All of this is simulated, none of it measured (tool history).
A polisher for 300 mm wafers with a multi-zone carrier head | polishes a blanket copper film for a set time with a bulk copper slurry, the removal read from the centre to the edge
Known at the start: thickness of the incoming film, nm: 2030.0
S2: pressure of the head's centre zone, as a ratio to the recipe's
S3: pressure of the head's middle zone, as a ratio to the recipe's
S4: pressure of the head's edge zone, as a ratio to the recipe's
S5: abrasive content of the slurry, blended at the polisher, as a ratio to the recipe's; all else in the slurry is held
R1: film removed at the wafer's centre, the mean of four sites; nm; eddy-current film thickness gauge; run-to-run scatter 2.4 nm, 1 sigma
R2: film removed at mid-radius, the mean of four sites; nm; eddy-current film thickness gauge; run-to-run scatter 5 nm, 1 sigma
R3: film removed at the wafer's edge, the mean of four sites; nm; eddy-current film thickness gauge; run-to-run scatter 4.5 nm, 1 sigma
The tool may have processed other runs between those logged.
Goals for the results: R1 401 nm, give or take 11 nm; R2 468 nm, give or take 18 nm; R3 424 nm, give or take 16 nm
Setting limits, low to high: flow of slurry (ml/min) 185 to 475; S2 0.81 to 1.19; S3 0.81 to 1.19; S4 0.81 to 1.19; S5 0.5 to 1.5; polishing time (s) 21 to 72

run 1 day=0 | flow_of_slurry_(ml/min)=305 S2=1 S3=1 S4=1 S5=1 polishing_time_(s)=46 | R1=346.69 R2=350.2 R3=348.98
run 2 day=0.021 | flow_of_slurry_(ml/min)=305 S2=1.05 S3=1 S4=1 S5=1 polishing_time_(s)=46 | R1=366.81 R2=351.3 R3=357.38
run 3 day=0.246 | flow_of_slurry_(ml/min)=310 S2=1.04 S3=1.03 S4=1.02 S5=1.05 polishing_time_(s)=46 | R1=361.94 R2=363.14 R3=359.67
run 4 day=0.358 | flow_of_slurry_(ml/min)=310 S2=1.04 S3=1.1 S4=1.02 S5=1.05 polishing_time_(s)=46 | R1=362.63 R2=384.5 R3=367.28
run 5 day=0.729 | flow_of_slurry_(ml/min)=315 S2=1.04 S3=1.12 S4=1.03 S5=1.15 polishing_time_(s)=46 | R1=371.8 R2=398.39 R3=362.14
run 6 day=1.075 | flow_of_slurry_(ml/min)=315 S2=1.03 S3=1.13 S4=1.05 S5=1.15 polishing_time_(s)=47 | R1=379.73 R2=407.12 R3=381.97
run 7 day=1.292 | flow_of_slurry_(ml/min)=320 S2=1.02 S3=1.14 S4=1.06 S5=1.2 polishing_time_(s)=48 | R1=385.25 R2=426.81 R3=392.16
run 8 day=1.538 | flow_of_slurry_(ml/min)=325 S2=1.02 S3=1.15 S4=1.07 S5=1.25 polishing_time_(s)=48 | R1=388.81 R2=421.99 R3=397.57
run 9 day=1.671 | flow_of_slurry_(ml/min)=330 S2=0.96 S3=1.19 S4=1.03 S5=1.35 polishing_time_(s)=52 | R1=401.48 R2=497.72 R3=433.02
run 10 day=1.779 | flow_of_slurry_(ml/min)=330 S2=0.96 S3=1.18 S4=1.03 S5=1.35 polishing_time_(s)=52 | R1=405.81 R2=485.23 R3=429.86

Exercise: of the 5 proposed moves below, exactly one satisfies all targets within the stated allowed misses. Which move is it?
run A day=1.888 | flow_of_slurry_(ml/min)=355 S2=0.95 S3=1.19 S4=0.93 S5=1.4 polishing_time_(s)=53 | R1=? R2=? R3=?
run B day=1.888 | flow_of_slurry_(ml/min)=335 S2=0.97 S3=1.04 S4=0.96 S5=1.5 polishing_time_(s)=50 | R1=? R2=? R3=?
run C day=1.888 | flow_of_slurry_(ml/min)=375 S2=1.01 S3=1.19 S4=1 S5=1.25 polishing_time_(s)=53 | R1=? R2=? R3=?
run D day=1.888 | flow_of_slurry_(ml/min)=360 S2=1 S3=1.18 S4=1.1 S5=1.5 polishing_time_(s)=48 | R1=? R2=? R3=?
run E day=1.888 | flow_of_slurry_(ml/min)=270 S2=0.91 S3=1.19 S4=1.02 S5=1.25 polishing_time_(s)=55 | R1=? R2=? R3=?

move=A R1=417.73 R2=508.26 R3=429.71
move=B R1=406 R2=432.74 R3=416.64
move=C R1=435.38 R2=497.6 R3=434.16
move=D R1=405.2 R2=464.6 R3=427.1
move=E R1=392.04 R2=499.64 R3=443.05
A: its largest miss is bigger than the last run's
B: carries the result that was furthest off beyond its target, to the other side
C: its largest miss is bigger than the last run's
D: all results in spec
E: its largest miss is bigger than the last run's
Correct choice: D, which meets every target
